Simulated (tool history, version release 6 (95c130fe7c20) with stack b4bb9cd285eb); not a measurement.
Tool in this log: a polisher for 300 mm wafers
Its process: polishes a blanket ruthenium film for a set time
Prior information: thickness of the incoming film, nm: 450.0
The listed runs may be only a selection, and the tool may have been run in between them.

run	hour	flow of slurry (ml/min)	pressure of the wafer on the pad (kPa)	speed of the pad under the wafer (m/s)	polishing time (s)	film removed (Å)
1	0.0	125	12.4	0.92	44	461.94
2	8.3	115	12.4	0.92	44	455.22
3	16.9	115	10.3	0.92	44	381.15
4	24.3	140	10.3	0.92	44	398.16
5	29.3	140	11.7	0.92	44	454.10
6	33.4	150	11.7	0.92	44	449.47
7	37.4	155	12.4	0.92	44	482.69
8	41.8	160	12.4	0.92	44	486.17
9	48.3	165	12.4	0.92	44	489.23
10	54.9	170	12.4	0.92	44	486.79

What does the tool deliver on the next run?
11	61.1	175	13.1	0.92	44	?

Run 11 gave film removed (Å) 519.77.
